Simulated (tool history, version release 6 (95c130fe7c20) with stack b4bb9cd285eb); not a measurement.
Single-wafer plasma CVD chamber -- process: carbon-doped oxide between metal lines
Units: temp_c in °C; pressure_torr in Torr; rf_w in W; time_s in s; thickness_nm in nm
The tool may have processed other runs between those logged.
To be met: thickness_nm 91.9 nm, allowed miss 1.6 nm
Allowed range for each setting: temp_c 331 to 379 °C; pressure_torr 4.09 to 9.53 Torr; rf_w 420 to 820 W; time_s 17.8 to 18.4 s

Run 1, day 0: temp_c 355 °C, pressure_torr 6.81 Torr, rf_w 620 W, time_s 17.8 s. Result: thickness_nm 105.88 nm.
Run 2, day 0.146: temp_c 355 °C, pressure_torr 6.81 Torr, rf_w 620 W, time_s 17.8 s. Result: thickness_nm 105.18 nm.
Run 3, day 0.475: temp_c 359 °C, pressure_torr 6.55 Torr, rf_w 590 W, time_s 17.8 s. Result: thickness_nm 100.41 nm.
Run 4, day 0.633: temp_c 363 °C, pressure_torr 6.27 Torr, rf_w 580 W, time_s 17.8 s. Result: thickness_nm 98.563 nm.
Run 5, day 0.758: temp_c 363 °C, pressure_torr 6.27 Torr, rf_w 580 W, time_s 17.8 s. Result: thickness_nm 98.752 nm.
Run 6, day 0.954: temp_c 363 °C, pressure_torr 6.72 Torr, rf_w 580 W, time_s 17.8 s. Result: thickness_nm 99.59 nm.
Run 7, day 1.288: temp_c 364 °C, pressure_torr 6.26 Torr, rf_w 565 W, time_s 17.8 s. Result: thickness_nm 96.68 nm.
Run 8, day 1.362: temp_c 366 °C, pressure_torr 6 Torr, rf_w 555 W, time_s 17.8 s. Result: thickness_nm 94.096 nm.
Run 9, day 1.388: temp_c 367 °C, pressure_torr 5.87 Torr, rf_w 555 W, time_s 17.8 s. Result: thickness_nm 93.303 nm.

Which single option among these 4 for the next run brings every result within its allowed miss of target? Just one does.
Run A, day 1.412: temp_c 369 °C, pressure_torr 6.13 Torr, rf_w 530 W, time_s 18 s. Result: thickness_nm ?.
Run B, day 1.412: temp_c 365 °C, pressure_torr 6.23 Torr, rf_w 560 W, time_s 17.9 s. Result: thickness_nm ?.
Run C, day 1.412: temp_c 352 °C, pressure_torr 4.74 Torr, rf_w 595 W, time_s 17.8 s. Result: thickness_nm ?.
Run D, day 1.412: temp_c 378 °C, pressure_torr 5.25 Torr, rf_w 580 W, time_s 18.4 s. Result: thickness_nm ?.

move  thickness_nm
   A        92.663
   B        96.493
   C        96.553
   D        95.066
A: each result inside its tolerance
B: its largest miss is bigger than the last run's
C: its largest miss is bigger than the last run's
D: its largest miss is bigger than the last run's
The move that meets every target is A.
